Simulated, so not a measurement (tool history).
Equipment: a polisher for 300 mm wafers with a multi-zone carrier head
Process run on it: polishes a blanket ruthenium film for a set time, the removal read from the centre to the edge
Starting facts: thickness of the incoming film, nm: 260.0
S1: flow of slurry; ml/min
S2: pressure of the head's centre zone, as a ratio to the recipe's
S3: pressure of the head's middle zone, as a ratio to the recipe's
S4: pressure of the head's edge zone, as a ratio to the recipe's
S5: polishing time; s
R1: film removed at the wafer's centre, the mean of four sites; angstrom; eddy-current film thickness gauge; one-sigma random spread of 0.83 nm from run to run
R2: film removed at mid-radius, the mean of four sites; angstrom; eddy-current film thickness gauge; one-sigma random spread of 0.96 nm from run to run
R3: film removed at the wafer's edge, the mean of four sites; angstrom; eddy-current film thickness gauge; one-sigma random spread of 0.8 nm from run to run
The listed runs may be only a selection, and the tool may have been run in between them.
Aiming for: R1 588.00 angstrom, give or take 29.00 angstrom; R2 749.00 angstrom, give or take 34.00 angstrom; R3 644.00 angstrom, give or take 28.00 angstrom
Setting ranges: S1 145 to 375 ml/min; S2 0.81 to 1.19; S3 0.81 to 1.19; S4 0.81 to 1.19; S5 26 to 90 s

Run 1, hour 0.0: S1 240 ml/min, S2 1.00, S3 1.00, S4 1.00, S5 58 s. Result: R1 909.28 angstrom, R2 974.53 angstrom, R3 980.29 angstrom.
Run 2, hour 1.8: S1 280 ml/min, S2 1.00, S3 1.00, S4 1.00, S5 58 s. Result: R1 944.57 angstrom, R2 978.18 angstrom, R3 957.73 angstrom.
Run 3, hour 6.7: S1 280 ml/min, S2 0.98, S3 1.01, S4 0.98, S5 54 s. Result: R1 868.69 angstrom, R2 922.90 angstrom, R3 897.87 angstrom.
Run 4, hour 15.6: S1 280 ml/min, S2 0.96, S3 1.03, S4 0.97, S5 51 s. Result: R1 804.51 angstrom, R2 903.31 angstrom, R3 840.44 angstrom.
Run 5, hour 19.3: S1 280 ml/min, S2 0.94, S3 1.03, S4 0.96, S5 49 s. Result: R1 770.17 angstrom, R2 852.36 angstrom, R3 816.23 angstrom.
Run 6, hour 24.1: S1 280 ml/min, S2 1.01, S3 1.03, S4 0.96, S5 49 s. Result: R1 797.57 angstrom, R2 849.97 angstrom, R3 786.15 angstrom.
Run 7, hour 25.4: S1 270 ml/min, S2 0.99, S3 1.04, S4 0.95, S5 47 s. Result: R1 736.03 angstrom, R2 818.75 angstrom, R3 766.68 angstrom.
Run 8, hour 29.6: S1 265 ml/min, S2 0.99, S3 1.05, S4 0.93, S5 46 s. Result: R1 720.87 angstrom, R2 811.45 angstrom, R3 730.93 angstrom.
Run 9, hour 32.7: S1 265 ml/min, S2 0.99, S3 1.05, S4 0.93, S5 46 s. Result: R1 762.63 angstrom, R2 816.71 angstrom, R3 733.85 angstrom.
Run 10, hour 35.9: S1 265 ml/min, S2 0.97, S3 1.06, S4 0.93, S5 44 s. Result: R1 679.60 angstrom, R2 785.65 angstrom, R3 725.85 angstrom.
Run 11, hour 44.3: S1 260 ml/min, S2 0.97, S3 1.07, S4 0.91, S5 43 s. Result: R1 671.88 angstrom, R2 777.14 angstrom, R3 687.89 angstrom.

4 candidate next runs follow, results not yet known. Just one meets every target within its allowed miss. Identify it.
Run A, hour 52.7: S1 330 ml/min, S2 0.98, S3 1.17, S4 0.81, S5 39 s. Result: R1 ?, R2 ?, R3 ?.
Run B, hour 52.7: S1 190 ml/min, S2 0.83, S3 0.97, S4 1.10, S5 43 s. Result: R1 ?, R2 ?, R3 ?.
Run C, hour 52.7: S1 220 ml/min, S2 0.94, S3 1.18, S4 0.99, S5 39 s. Result: R1 ?, R2 ?, R3 ?.
Run D, hour 52.7: S1 250 ml/min, S2 0.93, S3 1.17, S4 0.99, S5 43 s. Result: R1 ?, R2 ?, R3 ?.

move      R1      R2      R3
   A  644.03  771.44  586.59
   B  600.55  694.65  724.89
   C  603.78  753.34  628.09
   D  668.15  833.05  697.94
A: nearer the targets than the last run, but a result is still out of spec
B: the worst result of the last run now meets its target, but another is out of spec
C: each result inside its tolerance
D: about the same distance from the targets as the last run
The right move is C.
